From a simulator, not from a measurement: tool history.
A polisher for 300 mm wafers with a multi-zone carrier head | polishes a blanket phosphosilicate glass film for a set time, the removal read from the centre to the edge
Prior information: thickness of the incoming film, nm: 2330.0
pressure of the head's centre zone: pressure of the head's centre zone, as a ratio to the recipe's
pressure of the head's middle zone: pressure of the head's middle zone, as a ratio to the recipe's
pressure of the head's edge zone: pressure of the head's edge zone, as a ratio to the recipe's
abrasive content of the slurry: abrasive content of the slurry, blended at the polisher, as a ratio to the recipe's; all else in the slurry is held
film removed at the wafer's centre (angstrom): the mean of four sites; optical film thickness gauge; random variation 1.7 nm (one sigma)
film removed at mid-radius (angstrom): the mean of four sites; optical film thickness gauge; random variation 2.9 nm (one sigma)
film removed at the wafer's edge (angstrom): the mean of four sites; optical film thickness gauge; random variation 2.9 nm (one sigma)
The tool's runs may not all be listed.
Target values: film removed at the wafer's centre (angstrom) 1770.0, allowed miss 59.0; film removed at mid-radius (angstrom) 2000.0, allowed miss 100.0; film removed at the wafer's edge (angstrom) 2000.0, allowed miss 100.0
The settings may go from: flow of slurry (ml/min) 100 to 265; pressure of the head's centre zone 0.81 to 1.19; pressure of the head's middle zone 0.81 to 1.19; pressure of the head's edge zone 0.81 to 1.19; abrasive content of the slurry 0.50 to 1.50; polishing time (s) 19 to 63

run  hour  flow of slurry (ml/min)  pressure of the head's centre zone  pressure of the head's middle zone  pressure of the head's edge zone  abrasive content of the slurry  polishing time (s)  film removed at the wafer's centre (angstrom)  film removed at mid-radius (angstrom)  film removed at the wafer's edge (angstrom)
  1   0.0                      170                                1.00                                1.00                              1.00                            1.00                  41                                         2297.5                                 2327.1                                       2232.2
  2   6.5                      170                                1.00                                1.00                              1.07                            1.00                  41                                         2281.7                                 2312.0                                       2286.6
  3  11.1                      165                                0.98                                1.00                              1.06                            0.95                  41                                         2173.7                                 2283.2                                       2262.7
  4  17.5                      165                                0.98                                1.00                              1.06                            1.05                  41                                         2291.7                                 2334.9                                       2334.1
  5  18.6                      200                                0.98                                1.00                              1.06                            1.05                  41                                         2335.8                                 2423.4                                       2414.6
  6  26.1                      195                                0.96                                0.99                              1.05                            1.00                  41                                         2229.8                                 2355.6                                       2319.3
  7  33.2                      190                                0.94                                0.98                              1.04                            0.95                  41                                         2134.4                                 2325.0                                       2202.9
  8  37.9                      145                                0.84                                0.88                              1.10                            0.85                  40                                         1737.3                                 1900.2                                       2131.2

Next run, 5 choices. One meets every target within its allowed miss, the rest don't. Which?
  A  42.6                      155                                0.86                                0.87                              1.08                            0.80                  39                                              ?                                      ?                                            ?
  B  42.6                      135                                0.81                                0.91                              1.15                            0.90                  42                                              ?                                      ?                                            ?
  C  42.6                      160                                0.87                                0.96                              0.99                            0.75                  41                                              ?                                      ?                                            ?
  D  42.6                      135                                0.83                                0.81                              1.19                            0.85                  42                                              ?                                      ?                                            ?
  E  42.6                      160                                0.82                                0.90                              1.11                            0.90                  40                                              ?                                      ?                                            ?

move  film removed at the wafer's centre (angstrom)  film removed at mid-radius (angstrom)  film removed at the wafer's edge (angstrom)
   A                                         1697.8                                 1811.1                                       1964.6
   B                                         1739.1                                 2035.6                                       2208.8
   C                                         1776.4                                 1992.3                                       1968.2
   D                                         1745.0                                 1853.7                                       2191.6
   E                                         1744.4                                 1993.3                                       2131.2
A: brings the result that was furthest off to its target, and leaves another outside
B: moves away from the targets compared with the last run
C: in spec on every target
D: moves away from the targets compared with the last run
E: about the same distance from the targets as the last run
Answer: C
